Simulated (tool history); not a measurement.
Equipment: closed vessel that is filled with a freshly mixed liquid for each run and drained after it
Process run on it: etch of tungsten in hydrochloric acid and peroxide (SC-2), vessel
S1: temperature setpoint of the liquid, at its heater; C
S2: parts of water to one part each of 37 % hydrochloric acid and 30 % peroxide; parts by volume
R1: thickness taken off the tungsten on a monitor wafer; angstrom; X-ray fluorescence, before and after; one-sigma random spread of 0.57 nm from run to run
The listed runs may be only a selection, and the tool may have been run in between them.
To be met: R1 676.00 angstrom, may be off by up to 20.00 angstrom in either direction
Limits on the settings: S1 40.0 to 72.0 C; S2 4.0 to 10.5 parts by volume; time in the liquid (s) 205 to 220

{"run": 1, "hour": 0.0, "S1": 56.0, "S2": 5.5, "time in the liquid (s)": 205, "R1": 809.92}
{"run": 2, "hour": 4.1, "S1": 56.0, "S2": 5.5, "time in the liquid (s)": 220, "R1": 870.59}
{"run": 3, "hour": 9.2, "S1": 56.0, "S2": 4.0, "time in the liquid (s)": 220, "R1": 1063.0}
{"run": 4, "hour": 13.1, "S1": 55.0, "S2": 4.0, "time in the liquid (s)": 220, "R1": 1020.2}
{"run": 5, "hour": 16.7, "S1": 58.0, "S2": 4.0, "time in the liquid (s)": 220, "R1": 1230.3}
{"run": 6, "hour": 18.2, "S1": 58.0, "S2": 6.0, "time in the liquid (s)": 220, "R1": 924.47}
{"run": 7, "hour": 26.4, "S1": 52.0, "S2": 6.0, "time in the liquid (s)": 220, "R1": 629.82}
{"run": 8, "hour": 33.7, "S1": 52.5, "S2": 6.0, "time in the liquid (s)": 220, "R1": 649.19}

5 next moves are on the table. One of them brings every result within its allowed miss. Which?
{"run": "A", "hour": 41.0, "S1": 50.5, "S2": 4.5, "time in the liquid (s)": 215, "R1": "?"}
{"run": "B", "hour": 41.0, "S1": 52.0, "S2": 6.0, "time in the liquid (s)": 220, "R1": "?"}
{"run": "C", "hour": 41.0, "S1": 50.5, "S2": 5.5, "time in the liquid (s)": 220, "R1": "?"}
{"run": "D", "hour": 41.0, "S1": 54.0, "S2": 6.5, "time in the liquid (s)": 210, "R1": "?"}
{"run": "E", "hour": 41.0, "S1": 51.0, "S2": 5.5, "time in the liquid (s)": 220, "R1": "?"}

move=A R1=674.19
move=B R1=621.74
move=C R1=599.71
move=D R1=637.39
move=E R1=619.94
A: in spec on every target
B: its largest miss is bigger than the last run's
C: its largest miss is bigger than the last run's
D: its largest miss is bigger than the last run's
E: its largest miss is bigger than the last run's
The right move is A.

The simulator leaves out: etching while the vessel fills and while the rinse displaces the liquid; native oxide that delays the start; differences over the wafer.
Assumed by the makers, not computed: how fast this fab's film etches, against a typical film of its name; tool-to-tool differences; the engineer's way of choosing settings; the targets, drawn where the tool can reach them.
